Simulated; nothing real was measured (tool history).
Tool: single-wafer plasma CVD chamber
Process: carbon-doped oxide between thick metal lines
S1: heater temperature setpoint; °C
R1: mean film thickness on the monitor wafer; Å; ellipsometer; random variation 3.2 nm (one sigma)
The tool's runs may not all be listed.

run 1 day=0.000 | S1=340 chamber_pressure_(Torr)=3.90 RF_power_(W)=385 deposition_time_(s)=299 | R1=12362
run 2 day=0.188 | S1=342 chamber_pressure_(Torr)=3.76 RF_power_(W)=370 deposition_time_(s)=299 | R1=11789
run 3 day=0.508 | S1=342 chamber_pressure_(Torr)=4.07 RF_power_(W)=370 deposition_time_(s)=299 | R1=11979
run 4 day=0.775 | S1=342 chamber_pressure_(Torr)=4.07 RF_power_(W)=370 deposition_time_(s)=308 | R1=12361
run 5 day=0.912 | S1=343 chamber_pressure_(Torr)=3.94 RF_power_(W)=355 deposition_time_(s)=307 | R1=11843
run 6 day=1.017 | S1=343 chamber_pressure_(Torr)=3.32 RF_power_(W)=355 deposition_time_(s)=307 | R1=11500

The next listed run, before its measurement:
run 7 day=1.329 | S1=348 chamber_pressure_(Torr)=2.54 RF_power_(W)=310 deposition_time_(s)=305 | R1=?

Run 7 produced R1 9816 Å.
